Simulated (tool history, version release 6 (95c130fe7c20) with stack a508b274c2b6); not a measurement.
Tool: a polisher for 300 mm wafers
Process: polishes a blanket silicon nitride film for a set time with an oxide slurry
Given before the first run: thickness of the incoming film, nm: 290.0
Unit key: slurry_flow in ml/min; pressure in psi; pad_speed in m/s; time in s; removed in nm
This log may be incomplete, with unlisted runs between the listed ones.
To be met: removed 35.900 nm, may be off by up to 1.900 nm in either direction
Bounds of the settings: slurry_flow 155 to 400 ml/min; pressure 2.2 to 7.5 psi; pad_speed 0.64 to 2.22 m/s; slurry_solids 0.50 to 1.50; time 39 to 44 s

Run 1, day 0.000: slurry_flow 255 ml/min, pressure 4.8 psi, pad_speed 1.42 m/s, slurry_solids 1.00, time 44 s. Result: removed 52.332 nm.
Run 2, day 0.267: slurry_flow 290 ml/min, pressure 4.8 psi, pad_speed 1.42 m/s, slurry_solids 1.00, time 44 s. Result: removed 53.935 nm.
Run 3, day 0.454: slurry_flow 290 ml/min, pressure 4.4 psi, pad_speed 1.40 m/s, slurry_solids 1.00, time 44 s. Result: removed 48.027 nm.
Run 4, day 0.738: slurry_flow 255 ml/min, pressure 4.4 psi, pad_speed 1.40 m/s, slurry_solids 1.00, time 44 s. Result: removed 47.933 nm.
At day 1.025: slurry nozzle cleaned.
Run 5, day 1.025: slurry_flow 255 ml/min, pressure 4.1 psi, pad_speed 1.38 m/s, slurry_solids 1.00, time 44 s. Result: removed 44.976 nm.
Run 6, day 1.333: slurry_flow 255 ml/min, pressure 3.9 psi, pad_speed 1.38 m/s, slurry_solids 1.00, time 44 s. Result: removed 44.084 nm.
Run 7, day 1.392: slurry_flow 255 ml/min, pressure 3.7 psi, pad_speed 1.36 m/s, slurry_solids 1.00, time 44 s. Result: removed 41.104 nm.
Run 8, day 1.492: slurry_flow 255 ml/min, pressure 3.6 psi, pad_speed 1.36 m/s, slurry_solids 1.00, time 44 s. Result: removed 40.343 nm.
Run 9, day 1.821: slurry_flow 255 ml/min, pressure 3.5 psi, pad_speed 1.36 m/s, slurry_solids 1.00, time 44 s. Result: removed 39.307 nm.
Run 10, day 2.017: slurry_flow 255 ml/min, pressure 3.4 psi, pad_speed 1.36 m/s, slurry_solids 1.00, time 44 s. Result: removed 37.935 nm.

Pick the move, out of 5, that brings all results within their allowed miss; only one does.
Run A, day 2.212: slurry_flow 275 ml/min, pressure 2.7 psi, pad_speed 1.42 m/s, slurry_solids 1.05, time 42 s. Result: removed ?.
Run B, day 2.212: slurry_flow 270 ml/min, pressure 3.6 psi, pad_speed 1.18 m/s, slurry_solids 1.00, time 44 s. Result: removed ?.
Run C, day 2.212: slurry_flow 255 ml/min, pressure 3.2 psi, pad_speed 1.70 m/s, slurry_solids 0.90, time 44 s. Result: removed ?.
Run D, day 2.212: slurry_flow 395 ml/min, pressure 3.7 psi, pad_speed 1.54 m/s, slurry_solids 0.95, time 39 s. Result: removed ?.
Run E, day 2.212: slurry_flow 245 ml/min, pressure 3.3 psi, pad_speed 1.44 m/s, slurry_solids 1.10, time 44 s. Result: removed ?.

move  removed
   A   30.908
   B   35.842
   C   39.666
   D   40.224
   E   40.117
A: moves the result that the last run missed by most past its target, out the other side
B: all results in spec
C: further off than the last run
D: further off than the last run
E: further off than the last run
The move that meets every target is B.

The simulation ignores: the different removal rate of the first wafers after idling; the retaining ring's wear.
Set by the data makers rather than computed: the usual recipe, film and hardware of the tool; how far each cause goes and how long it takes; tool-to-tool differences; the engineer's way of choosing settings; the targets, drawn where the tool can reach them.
